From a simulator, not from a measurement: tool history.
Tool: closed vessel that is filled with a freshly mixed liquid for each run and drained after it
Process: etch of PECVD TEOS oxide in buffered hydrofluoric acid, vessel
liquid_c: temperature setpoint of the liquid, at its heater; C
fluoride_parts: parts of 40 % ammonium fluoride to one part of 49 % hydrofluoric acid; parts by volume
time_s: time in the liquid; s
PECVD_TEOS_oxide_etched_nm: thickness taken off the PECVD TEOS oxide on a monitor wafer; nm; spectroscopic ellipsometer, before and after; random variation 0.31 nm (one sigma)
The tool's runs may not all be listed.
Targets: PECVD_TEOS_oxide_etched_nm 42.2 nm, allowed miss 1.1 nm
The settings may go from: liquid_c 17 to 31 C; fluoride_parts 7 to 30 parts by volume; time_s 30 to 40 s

run,day,liquid_c,fluoride_parts,time_s,PECVD_TEOS_oxide_etched_nm
1,0,23,19,40,30.427
2,0.079,23,21.5,40,27.459
3,0.317,25,21.5,40,30.44
4,0.671,25,24.5,40,27.956
5,1.012,27,24.5,40,31.206
6,1.388,28,24,40,33.127
# day 1.667: thermometer replaced
7,1.667,29,23.5,40,31.808
8,1.904,29.5,20,40,36.447

4 next moves are on the table. One of them brings every result within its allowed miss. Which?
A,2.142,31,17.5,35,?
B,2.142,28.5,18,40,?
C,2.142,29.5,18.5,40,?
D,2.142,28,16,40,?

move,PECVD_TEOS_oxide_etched_nm
A,39.661
B,38.641
C,39.662
D,42.244
A: nearer than the last run, and not there yet
B: nearer than the last run, and not there yet
C: nearer than the last run, and not there yet
D: meets every target
Answer: D
